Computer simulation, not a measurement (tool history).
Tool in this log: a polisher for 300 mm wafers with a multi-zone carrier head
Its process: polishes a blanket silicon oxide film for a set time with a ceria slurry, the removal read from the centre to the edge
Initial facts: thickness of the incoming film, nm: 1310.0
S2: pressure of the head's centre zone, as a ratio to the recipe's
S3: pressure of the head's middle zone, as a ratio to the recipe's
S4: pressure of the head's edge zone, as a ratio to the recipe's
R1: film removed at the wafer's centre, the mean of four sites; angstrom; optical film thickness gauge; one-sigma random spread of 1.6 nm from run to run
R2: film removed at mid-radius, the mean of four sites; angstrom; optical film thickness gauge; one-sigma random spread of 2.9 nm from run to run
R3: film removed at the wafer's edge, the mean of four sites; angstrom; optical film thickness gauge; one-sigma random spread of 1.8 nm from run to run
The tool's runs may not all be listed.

{"run": 1, "hour": 0.0, "flow of slurry (ml/min)": 280, "S2": 1, "S3": 1, "S4": 1, "polishing time (s)": 71, "R1": 2951.4, "R2": 2897.1, "R3": 2929.1}
{"run": 2, "hour": 7.1, "flow of slurry (ml/min)": 280, "S2": 0.99, "S3": 0.99, "S4": 0.99, "polishing time (s)": 70, "R1": 2885.2, "R2": 2839.5, "R3": 2928.9}
{"run": 3, "hour": 10.3, "flow of slurry (ml/min)": 280, "S2": 1.05, "S3": 0.99, "S4": 0.99, "polishing time (s)": 70, "R1": 3089.4, "R2": 2860.5, "R3": 2929}
{"run": 4, "hour": 13.0, "flow of slurry (ml/min)": 280, "S2": 1.13, "S3": 0.99, "S4": 0.99, "polishing time (s)": 70, "R1": 3318, "R2": 2832.1, "R3": 2891.9}
{"run": 5, "hour": 18.3, "flow of slurry (ml/min)": 275, "S2": 1.11, "S3": 0.98, "S4": 0.98, "polishing time (s)": 69, "R1": 3234.6, "R2": 2783, "R3": 2858.3}
{"run": 6, "hour": 25.0, "flow of slurry (ml/min)": 275, "S2": 1.09, "S3": 0.97, "S4": 0.97, "polishing time (s)": 68, "R1": 3053, "R2": 2671.3, "R3": 2790.9}
{"run": 7, "hour": 30.1, "flow of slurry (ml/min)": 275, "S2": 1.08, "S3": 0.97, "S4": 0.96, "polishing time (s)": 67, "R1": 3041.9, "R2": 2739.2, "R3": 2698.8}

Expected results for the next run?
{"run": 8, "hour": 37.8, "flow of slurry (ml/min)": 270, "S2": 1.06, "S3": 0.96, "S4": 0.96, "polishing time (s)": 66, "R1": "?", "R2": "?", "R3": "?"}

{"run 8": {"R1": 2947.7, "R2": 2669.3, "R3": 2707.9}}

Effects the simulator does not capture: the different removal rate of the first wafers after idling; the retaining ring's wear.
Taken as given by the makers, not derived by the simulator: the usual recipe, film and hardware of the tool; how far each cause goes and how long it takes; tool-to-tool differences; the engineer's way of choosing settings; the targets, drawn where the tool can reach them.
